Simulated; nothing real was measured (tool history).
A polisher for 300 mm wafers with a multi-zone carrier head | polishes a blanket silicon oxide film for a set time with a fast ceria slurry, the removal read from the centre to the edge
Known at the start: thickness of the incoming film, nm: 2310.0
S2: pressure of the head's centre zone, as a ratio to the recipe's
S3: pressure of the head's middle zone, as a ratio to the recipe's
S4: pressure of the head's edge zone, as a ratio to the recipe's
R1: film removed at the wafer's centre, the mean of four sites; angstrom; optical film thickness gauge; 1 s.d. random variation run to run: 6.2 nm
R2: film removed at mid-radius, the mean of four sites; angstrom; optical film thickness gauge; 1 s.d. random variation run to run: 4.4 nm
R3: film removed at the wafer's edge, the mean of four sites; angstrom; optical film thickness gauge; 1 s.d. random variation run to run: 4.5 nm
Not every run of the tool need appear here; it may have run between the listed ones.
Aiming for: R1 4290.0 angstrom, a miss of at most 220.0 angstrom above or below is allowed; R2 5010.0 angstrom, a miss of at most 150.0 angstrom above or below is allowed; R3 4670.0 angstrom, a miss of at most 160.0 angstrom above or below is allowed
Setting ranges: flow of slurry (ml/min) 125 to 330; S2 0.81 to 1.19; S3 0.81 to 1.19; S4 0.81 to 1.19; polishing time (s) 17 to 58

Run 1, hour 0.0: flow of slurry (ml/min) 210, S2 1.00, S3 1.00, S4 1.00, polishing time (s) 37. Result: R1 4170.7 angstrom, R2 4168.7 angstrom, R3 4291.8 angstrom.
Run 2, hour 2.6: flow of slurry (ml/min) 215, S2 1.00, S3 1.02, S4 1.01, polishing time (s) 37. Result: R1 4059.8 angstrom, R2 4173.5 angstrom, R3 4208.9 angstrom.
Run 3, hour 11.0: flow of slurry (ml/min) 215, S2 1.00, S3 1.03, S4 1.01, polishing time (s) 38. Result: R1 4181.1 angstrom, R2 4330.6 angstrom, R3 4479.3 angstrom.
Run 4, hour 15.2: flow of slurry (ml/min) 215, S2 1.00, S3 1.03, S4 0.96, polishing time (s) 38. Result: R1 4146.6 angstrom, R2 4375.9 angstrom, R3 4337.0 angstrom.
Run 5, hour 16.3: flow of slurry (ml/min) 215, S2 1.00, S3 1.03, S4 0.96, polishing time (s) 31. Result: R1 3411.2 angstrom, R2 3551.7 angstrom, R3 3493.1 angstrom.
Run 6, hour 23.8: flow of slurry (ml/min) 215, S2 1.04, S3 1.03, S4 0.96, polishing time (s) 31. Result: R1 3482.2 angstrom, R2 3538.7 angstrom, R3 3460.6 angstrom.
Run 7, hour 29.0: flow of slurry (ml/min) 220, S2 1.04, S3 1.05, S4 0.97, polishing time (s) 32. Result: R1 3649.5 angstrom, R2 3766.7 angstrom, R3 3624.2 angstrom.
Run 8, hour 30.6: flow of slurry (ml/min) 225, S2 1.04, S3 1.07, S4 0.99, polishing time (s) 33. Result: R1 3779.5 angstrom, R2 3938.7 angstrom, R3 3818.2 angstrom.

Consider the 4 candidate settings below. Which is the only one whose results all fall within their allowed miss of target?
Run A, hour 32.2: flow of slurry (ml/min) 220, S2 0.95, S3 1.19, S4 0.91, polishing time (s) 42. Result: R1 ?, R2 ?, R3 ?.
Run B, hour 32.2: flow of slurry (ml/min) 225, S2 1.00, S3 1.18, S4 1.05, polishing time (s) 39. Result: R1 ?, R2 ?, R3 ?.
Run C, hour 32.2: flow of slurry (ml/min) 225, S2 1.14, S3 0.81, S4 1.16, polishing time (s) 34. Result: R1 ?, R2 ?, R3 ?.
Run D, hour 32.2: flow of slurry (ml/min) 235, S2 1.16, S3 1.03, S4 0.94, polishing time (s) 25. Result: R1 ?, R2 ?, R3 ?.

move      R1      R2      R3
   A  4468.0  5425.2  4615.2
   B  4382.2  5012.7  4599.0
   C  4348.0  3182.2  4237.9
   D  3277.7  2873.1  2811.8
A: carries the result that was furthest off beyond its target, to the other side
B: every result lands within tolerance
C: lands further from the targets than the last run did
D: lands further from the targets than the last run did
B is the move that brings every result within its allowed miss.

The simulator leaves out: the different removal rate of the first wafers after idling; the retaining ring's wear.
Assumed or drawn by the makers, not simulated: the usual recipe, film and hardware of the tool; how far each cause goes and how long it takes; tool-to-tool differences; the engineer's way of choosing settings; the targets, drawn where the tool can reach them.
